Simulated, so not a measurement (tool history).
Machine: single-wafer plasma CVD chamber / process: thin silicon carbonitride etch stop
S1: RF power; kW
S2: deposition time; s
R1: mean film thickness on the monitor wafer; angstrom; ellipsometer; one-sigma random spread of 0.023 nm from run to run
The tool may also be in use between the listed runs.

| run | hour | S1 | S2 | R1 |
|---|---|---|---|---|
| 1 | 0 | 0.25 | 22.5 | 134.94 |
| 2 | 6.3 | 0.25 | 21 | 125.7 |
| 3 | 11.3 | 0.235 | 19.7 | 116.66 |
| 4 | 12.9 | 0.22 | 19.7 | 114.15 |
| 5 | 16.9 | 0.21 | 19 | 109.28 |
| 6 | 18 | 0.2 | 18.5 | 104.24 |
| 7 | 22.7 | 0.195 | 18.4 | 103.46 |

Forecast run 8:
| 8 | 24.8 | 0.19 | 18.3 | ? |

{"run 8": {"R1": 102.25}}

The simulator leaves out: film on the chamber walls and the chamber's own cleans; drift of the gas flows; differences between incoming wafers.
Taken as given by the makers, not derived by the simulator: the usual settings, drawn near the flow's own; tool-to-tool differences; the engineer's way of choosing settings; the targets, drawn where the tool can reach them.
